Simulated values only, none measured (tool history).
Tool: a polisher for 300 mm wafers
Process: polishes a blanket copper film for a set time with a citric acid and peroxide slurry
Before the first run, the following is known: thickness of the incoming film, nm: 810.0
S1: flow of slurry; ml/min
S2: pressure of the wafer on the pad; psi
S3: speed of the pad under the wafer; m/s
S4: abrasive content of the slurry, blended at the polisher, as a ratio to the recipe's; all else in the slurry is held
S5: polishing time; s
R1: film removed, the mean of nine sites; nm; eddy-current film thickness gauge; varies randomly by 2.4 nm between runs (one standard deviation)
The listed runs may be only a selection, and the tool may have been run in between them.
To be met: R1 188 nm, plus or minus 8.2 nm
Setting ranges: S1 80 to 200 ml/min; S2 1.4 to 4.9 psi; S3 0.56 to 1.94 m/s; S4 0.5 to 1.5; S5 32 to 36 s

| run | day | S1 | S2 | S3 | S4 | S5 | R1 |
|---|---|---|---|---|---|---|---|
| 1 | 0 | 130 | 3.1 | 1.24 | 1 | 36 | 99.244 |
| 2 | 0.079 | 130 | 3.1 | 1.24 | 0.85 | 36 | 92.104 |
| 3 | 0.175 | 130 | 3.1 | 1.24 | 0.85 | 36 | 94.148 |
| 4 | 0.512 | 130 | 3.4 | 1.26 | 0.85 | 36 | 102.67 |
| 5 | 0.862 | 130 | 3.4 | 1.26 | 0.7 | 36 | 100.05 |
| 6 | 1.212 | 130 | 3.7 | 1.3 | 0.7 | 36 | 107.12 |
| 7 | 1.375 | 135 | 3.9 | 1.36 | 0.7 | 36 | 117.68 |
| 8 | 1.529 | 135 | 4.1 | 1.42 | 0.7 | 36 | 126.13 |
| 9 | 1.729 | 135 | 4.2 | 1.48 | 0.7 | 36 | 134.71 |
| 10 | 1.996 | 135 | 4.3 | 1.52 | 0.7 | 36 | 142.49 |
| 11 | 2.325 | 135 | 4.4 | 1.56 | 0.7 | 36 | 147.93 |
| 12 | 2.683 | 135 | 4.5 | 1.6 | 0.7 | 36 | 151.54 |
| 13 | 2.917 | 140 | 4.6 | 1.64 | 0.7 | 36 | 158.48 |
| 14 | 3.083 | 140 | 4.7 | 1.68 | 0.7 | 36 | 167.76 |
| 15 | 3.154 | 140 | 4.7 | 1.7 | 0.7 | 36 | 171.2 |
| 16 | 3.425 | 140 | 4.7 | 1.72 | 0.7 | 36 | 171.55 |
| 17 | 3.758 | 140 | 4.7 | 1.74 | 0.7 | 36 | 170.86 |
| 18 | 3.825 | 140 | 4.7 | 1.76 | 0.7 | 36 | 174.33 |

5 next moves are on the table. One of them brings every result within its allowed miss. Which?
| A | 3.892 | 160 | 4.9 | 1.86 | 0.75 | 36 | ? |
| B | 3.892 | 115 | 4.9 | 1.94 | 0.95 | 35 | ? |
| C | 3.892 | 165 | 4.8 | 1.76 | 0.75 | 36 | ? |
| D | 3.892 | 195 | 4.8 | 1.82 | 1 | 36 | ? |
| E | 3.892 | 190 | 4.9 | 1.94 | 0.85 | 35 | ? |

| move | R1 |
|---|---|
| A | 198.48 |
| B | 204.8 |
| C | 185.58 |
| D | 212.29 |
| E | 213.04 |
A: takes the result that was furthest off past its target
B: takes the result that was furthest off past its target
C: hits every target within its allowed miss
D: takes the result that was furthest off past its target
E: takes the result that was furthest off past its target
Answer: C
